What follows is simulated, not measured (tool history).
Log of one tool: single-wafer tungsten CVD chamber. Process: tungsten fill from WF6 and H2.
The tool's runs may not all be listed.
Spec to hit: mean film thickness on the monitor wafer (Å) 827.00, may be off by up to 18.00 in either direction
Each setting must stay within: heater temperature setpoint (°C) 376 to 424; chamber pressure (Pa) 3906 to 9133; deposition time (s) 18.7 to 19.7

| run | hour | heater temperature setpoint (°C) | chamber pressure (Pa) | deposition time (s) | mean film thickness on the monitor wafer (Å) |
|---|---|---|---|---|---|
| 1 | 0.0 | 400 | 6519 | 19.7 | 595.64 |
| 2 | 6.2 | 406 | 6559 | 19.7 | 670.39 |
| 3 | 9.6 | 410 | 6586 | 19.7 | 722.48 |
| 4 | 17.2 | 410 | 6586 | 18.7 | 684.48 |
| 5 | 22.8 | 406 | 6586 | 18.7 | 639.54 |
| 6 | 26.5 | 406 | 6586 | 19.7 | 672.09 |
| 7 | 30.9 | 410 | 6613 | 19.7 | 721.97 |
| 8 | 39.5 | 412 | 6626 | 19.7 | 752.92 |
|  | 47.0 | thermocouple changed; heater temperature recalibrated |
| 9 | 47.0 | 414 | 6639 | 19.7 | 852.93 |

Which of these 4 next moves meets every target?
| A | 54.5 | 417 | 6826 | 18.7 | ? |
| B | 54.5 | 421 | 6253 | 18.9 | ? |
| C | 54.5 | 417 | 6413 | 19.7 | ? |
| D | 54.5 | 418 | 5733 | 19.5 | ? |

| move | mean film thickness on the monitor wafer (Å) |
|---|---|
| A | 862.24 |
| B | 886.51 |
| C | 879.55 |
| D | 833.81 |
A: lands further from the targets than the last run did
B: lands further from the targets than the last run did
C: lands further from the targets than the last run did
D: in spec on every target
D meets every target.

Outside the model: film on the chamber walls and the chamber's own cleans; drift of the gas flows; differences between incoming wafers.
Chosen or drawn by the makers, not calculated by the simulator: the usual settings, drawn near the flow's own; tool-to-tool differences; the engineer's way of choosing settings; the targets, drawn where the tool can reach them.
